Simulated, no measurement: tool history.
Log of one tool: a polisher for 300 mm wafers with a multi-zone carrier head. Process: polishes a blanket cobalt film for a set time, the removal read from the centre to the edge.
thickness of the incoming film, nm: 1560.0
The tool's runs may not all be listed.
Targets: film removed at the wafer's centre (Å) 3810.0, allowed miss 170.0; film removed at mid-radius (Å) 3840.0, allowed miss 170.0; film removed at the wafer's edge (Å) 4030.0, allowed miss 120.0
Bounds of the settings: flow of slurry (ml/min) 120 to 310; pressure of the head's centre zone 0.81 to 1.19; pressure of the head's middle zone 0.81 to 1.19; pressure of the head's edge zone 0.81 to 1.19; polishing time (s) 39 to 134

run  hour  flow of slurry (ml/min)  pressure of the head's centre zone  pressure of the head's middle zone  pressure of the head's edge zone  polishing time (s)  film removed at the wafer's centre (Å)  film removed at mid-radius (Å)  film removed at the wafer's edge (Å)
  1   0.0                      200                                1.00                                1.00                              1.00                  86                                  3089.9                          2972.7                                2978.0
  2   7.5                      200                                1.00                                1.00                              1.02                  88                                  3094.2                          3062.4                                3161.2
  3  15.6                      205                                1.01                                1.01                              1.04                  89                                  3261.0                          3169.8                                3197.6
  4  19.2                      165                                1.01                                1.01                              1.04                  89                                  3137.1                          2995.9                                3039.2
  5  20.3                      175                                1.01                                1.01                              1.06                  90                                  3123.4                          3122.7                                3176.8
  6  22.2                      185                                1.02                                1.01                              1.07                  91                                  3294.5                          3166.4                                3229.6
  7  23.0                      195                                1.02                                1.01                              1.08                  92                                  3370.5                          3223.0                                3287.3
  8  26.3                      200                                1.01                                1.01                              1.09                  93                                  3360.7                          3294.9                                3374.8
  9  27.0                      210                                1.01                                1.01                              1.10                  94                                  3400.3                          3295.0                                3423.3
 10  31.8                      215                                1.01                                1.01                              1.11                  95                                  3482.7                          3361.7                                3473.9
 11  39.3                      220                                1.01                                1.01                              1.12                  96                                  3601.3                          3370.9                                3566.3
 12  45.9                      225                                1.00                                1.02                              1.13                  97                                  3558.5                          3362.1                                3621.3
 13  53.5                      225                                1.00                                1.03                              1.13                  98                                  3571.7                          3448.7                                3618.1
 14  59.6                      225                                1.00                                1.03                              1.13                  99                                  3625.1                          3500.6                                3668.8
 15  64.2                      230                                1.00                                1.03                              1.13                 100                                  3635.2                          3590.8                                3713.5
 16  67.9                      235                                1.00                                1.03                              1.13                 101                                  3796.2                          3626.9                                3759.3
 17  76.4                      235                                0.99                                1.03                              1.13                 102                                  3636.5                          3675.5                                3805.0
 18  83.6                      240                                0.99                                1.03                              1.13                 102                                  3747.5                          3763.7                                3815.5

4 next moves are on the table. One of them brings every result within its allowed miss. Which?
  A  90.8                      245                                1.00                                1.10                              1.08                 103                                       ?                               ?                                     ?
  B  90.8                      200                                0.92                                0.96                              1.15                 102                                       ?                               ?                                     ?
  C  90.8                      175                                0.97                                0.98                              1.09                 113                                       ?                               ?                                     ?
  D  90.8                      220                                0.90                                1.09                              1.06                 103                                       ?                               ?                                     ?

move  film removed at the wafer's centre (Å)  film removed at mid-radius (Å)  film removed at the wafer's edge (Å)
   A                                  3812.5                          3919.1                                3751.6
   B                                  3381.3                          3492.7                                3759.9
   C                                  3877.8                          3851.3                                4017.7
   D                                  3383.6                          3853.6                                3689.7
A: further off than the last run
B: further off than the last run
C: meets every target
D: further off than the last run
Move C is the one to make.

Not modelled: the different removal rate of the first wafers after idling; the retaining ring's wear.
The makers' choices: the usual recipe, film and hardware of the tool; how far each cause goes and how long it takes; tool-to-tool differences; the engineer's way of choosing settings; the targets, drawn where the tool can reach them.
